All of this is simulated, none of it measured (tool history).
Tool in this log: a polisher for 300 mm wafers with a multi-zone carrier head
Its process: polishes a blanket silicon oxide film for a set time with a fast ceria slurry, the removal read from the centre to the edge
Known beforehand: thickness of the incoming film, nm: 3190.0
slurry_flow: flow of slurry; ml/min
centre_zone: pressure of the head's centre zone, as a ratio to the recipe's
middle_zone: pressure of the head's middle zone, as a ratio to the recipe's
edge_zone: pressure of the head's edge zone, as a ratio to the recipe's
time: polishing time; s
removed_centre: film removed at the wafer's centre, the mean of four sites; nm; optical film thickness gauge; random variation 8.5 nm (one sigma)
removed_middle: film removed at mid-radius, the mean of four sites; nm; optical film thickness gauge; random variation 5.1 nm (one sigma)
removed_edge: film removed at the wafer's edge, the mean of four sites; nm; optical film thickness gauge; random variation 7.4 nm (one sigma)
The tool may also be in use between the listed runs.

run	hour	slurry_flow	centre_zone	middle_zone	edge_zone	time	removed_centre	removed_middle	removed_edge
1	0.0	165	1.00	1.00	1.00	34	475.78	473.52	476.62
2	1.6	185	1.06	1.03	1.01	37	573.63	534.99	520.01
3	7.0	185	1.01	1.03	1.01	37	548.36	538.08	531.69
4	10.3	200	1.05	1.06	1.04	39	600.31	585.08	572.44
5	12.6	200	1.05	1.10	1.04	39	584.02	600.14	568.14
6	13.3	215	1.09	1.10	1.04	40	646.26	627.02	596.25
7	21.2	260	1.19	1.13	1.04	42	749.93	682.70	644.59

For run 8, what comes out?
8	26.2	260	1.19	1.13	1.04	42	?	?	?

removed_centre: 754.45 nm
removed_middle: 690.80 nm
removed_edge: 639.74 nm
